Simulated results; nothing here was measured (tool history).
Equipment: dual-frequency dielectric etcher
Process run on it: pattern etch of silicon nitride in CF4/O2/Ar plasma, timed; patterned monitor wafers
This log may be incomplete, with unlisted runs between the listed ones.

run,hour,source power (kW),bias power (kW),Ar flow (sccm),CF4 flow (sccm),etch time (s),mean etch depth across the wafer (nm)
1,0.0,0.530,0.044,140,98,74.5,124.67
2,2.8,0.590,0.045,139,98,74.5,137.85
3,3.6,0.630,0.046,138,98,74.5,147.98
4,6.4,0.630,0.054,138,98,74.5,158.57
5,15.4,0.630,0.054,155,98,74.5,154.06
6,24.4,0.650,0.054,155,98,74.5,160.93

Run 7 comes next. What will it give?
7,31.1,0.660,0.054,155,98,74.5,?

{"run 7": {"mean etch depth across the wafer (nm)": 160.72}}

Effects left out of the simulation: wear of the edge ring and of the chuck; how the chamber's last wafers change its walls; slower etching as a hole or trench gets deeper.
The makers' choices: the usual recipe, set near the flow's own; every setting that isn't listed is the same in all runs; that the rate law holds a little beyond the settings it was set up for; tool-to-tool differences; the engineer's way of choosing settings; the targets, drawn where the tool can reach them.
